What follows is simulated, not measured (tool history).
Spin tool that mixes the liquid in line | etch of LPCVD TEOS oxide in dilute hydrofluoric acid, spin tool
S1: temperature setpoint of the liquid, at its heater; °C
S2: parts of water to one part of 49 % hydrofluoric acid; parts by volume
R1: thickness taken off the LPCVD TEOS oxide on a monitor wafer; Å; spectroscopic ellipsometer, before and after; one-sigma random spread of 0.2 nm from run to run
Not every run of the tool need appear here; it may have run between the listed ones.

{"run": 1, "hour": 0.0, "S1": 22, "S2": 255, "time under the liquid (s)": 125, "R1": 198.95}
{"run": 2, "hour": 2.2, "S1": 23.5, "S2": 240, "time under the liquid (s)": 125, "R1": 231.77}
{"run": 3, "hour": 3.0, "S1": 26.5, "S2": 240, "time under the liquid (s)": 125, "R1": 252.31}
{"run": 4, "hour": 7.3, "S1": 27, "S2": 225, "time under the liquid (s)": 125, "R1": 279.33}
{"run": 5, "hour": 14.3, "S1": 28.5, "S2": 225, "time under the liquid (s)": 125, "R1": 294.46}
{"run": 6, "hour": 17.7, "S1": 26.5, "S2": 225, "time under the liquid (s)": 125, "R1": 276.88}
{"run": 7, "hour": 26.6, "S1": 27, "S2": 215, "time under the liquid (s)": 125, "R1": 298.22}
{"run": 8, "hour": 34.1, "S1": 27.5, "S2": 210, "time under the liquid (s)": 125, "R1": 315.03}
{"run": 9, "hour": 41.2, "S1": 28, "S2": 205, "time under the liquid (s)": 125, "R1": 329.77}

Run 10 has not been measured yet. What should we expect?
{"run": 10, "hour": 47.6, "S1": 30, "S2": 170, "time under the liquid (s)": 125, "R1": "?"}

{"run 10": {"R1": 439.24}}
